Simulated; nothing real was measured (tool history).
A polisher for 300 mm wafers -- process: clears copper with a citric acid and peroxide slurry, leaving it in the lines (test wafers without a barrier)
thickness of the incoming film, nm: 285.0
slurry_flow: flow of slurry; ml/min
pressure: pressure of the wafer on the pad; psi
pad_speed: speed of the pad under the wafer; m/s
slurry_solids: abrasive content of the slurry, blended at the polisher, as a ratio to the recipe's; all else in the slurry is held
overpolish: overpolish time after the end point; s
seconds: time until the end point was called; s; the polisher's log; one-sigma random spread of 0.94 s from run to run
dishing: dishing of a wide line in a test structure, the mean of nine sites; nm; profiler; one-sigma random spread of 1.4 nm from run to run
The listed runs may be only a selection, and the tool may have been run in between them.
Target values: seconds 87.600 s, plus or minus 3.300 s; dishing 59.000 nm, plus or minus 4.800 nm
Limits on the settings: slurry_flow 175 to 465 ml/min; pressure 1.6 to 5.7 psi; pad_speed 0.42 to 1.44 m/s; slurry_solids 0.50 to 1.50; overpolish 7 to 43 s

run 1 hour=0.0 | slurry_flow=295 pressure=3.6 pad_speed=0.92 slurry_solids=1.00 overpolish=22 | seconds=122.360 dishing=34.254
run 2 hour=2.5 | slurry_flow=295 pressure=3.8 pad_speed=0.92 slurry_solids=1.00 overpolish=23 | seconds=115.920 dishing=36.527
run 3 hour=8.6 | slurry_flow=295 pressure=4.0 pad_speed=0.92 slurry_solids=1.00 overpolish=24 | seconds=109.750 dishing=41.503
run 4 hour=13.5 | slurry_flow=295 pressure=4.0 pad_speed=0.92 slurry_solids=1.00 overpolish=17 | seconds=109.840 dishing=30.528
run 5 hour=14.7 | slurry_flow=235 pressure=4.0 pad_speed=0.92 slurry_solids=1.00 overpolish=17 | seconds=112.180 dishing=28.396
run 6 hour=23.3 | slurry_flow=245 pressure=4.2 pad_speed=0.92 slurry_solids=1.00 overpolish=19 | seconds=107.310 dishing=34.463
run 7 hour=27.3 | slurry_flow=250 pressure=4.4 pad_speed=0.92 slurry_solids=1.00 overpolish=20 | seconds=100.970 dishing=36.667
run 8 hour=28.6 | slurry_flow=255 pressure=4.5 pad_speed=0.92 slurry_solids=1.00 overpolish=22 | seconds=101.080 dishing=41.929
run 9 hour=35.6 | slurry_flow=260 pressure=4.6 pad_speed=0.92 slurry_solids=1.00 overpolish=23 | seconds=98.053 dishing=43.840

Pick the move, out of 4, that brings all results within their allowed miss; only one does.
run A hour=42.6 | slurry_flow=255 pressure=5.1 pad_speed=0.86 slurry_solids=0.95 overpolish=32 | seconds=? dishing=?
run B hour=42.6 | slurry_flow=235 pressure=4.4 pad_speed=1.14 slurry_solids=0.90 overpolish=29 | seconds=? dishing=?
run C hour=42.6 | slurry_flow=330 pressure=5.2 pad_speed=0.90 slurry_solids=1.30 overpolish=32 | seconds=? dishing=?
run D hour=42.6 | slurry_flow=245 pressure=4.6 pad_speed=0.92 slurry_solids=1.00 overpolish=18 | seconds=? dishing=?

move=A seconds=95.473 dishing=57.503
move=B seconds=86.066 dishing=57.296
move=C seconds=79.291 dishing=66.195
move=D seconds=97.702 dishing=34.972
A: better than the last run, though not everything is in spec
B: all results land within tolerance of their targets
C: the result that was furthest off in the last run now lies on the other side of its target
D: further off than the last run
The move that meets every target is B.
